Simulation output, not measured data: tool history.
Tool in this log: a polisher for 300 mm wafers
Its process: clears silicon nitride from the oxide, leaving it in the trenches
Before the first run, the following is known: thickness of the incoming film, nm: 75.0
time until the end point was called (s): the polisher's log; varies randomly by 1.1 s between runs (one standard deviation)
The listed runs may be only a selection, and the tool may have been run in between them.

| run | hour | flow of slurry (ml/min) | pressure of the wafer on the pad (kPa) | speed of the pad under the wafer (cm/s) | overpolish time after the end point (s) | time until the end point was called (s) |
|---|---|---|---|---|---|---|
| 1 | 0 | 245 | 19.3 | 84 | 32 | 108.95 |
| 2 | 7.2 | 245 | 20.7 | 84 | 32 | 105.1 |
| 3 | 13.7 | 245 | 20.7 | 84 | 32 | 102.75 |
| 4 | 17.3 | 245 | 20.7 | 84 | 35 | 106.49 |
| 5 | 25.9 | 245 | 22.1 | 84 | 35 | 98.322 |
| 6 | 32.4 | 245 | 22.8 | 84 | 35 | 92.15 |
| 7 | 36.8 | 245 | 23.4 | 84 | 35 | 92 |
| 8 | 37.5 | 245 | 24.1 | 84 | 35 | 88.608 |

Expected results for the next run?
| 9 | 40.9 | 245 | 24.8 | 84 | 35 | ? |

Run 9 produced time until the end point was called (s) 87.458.
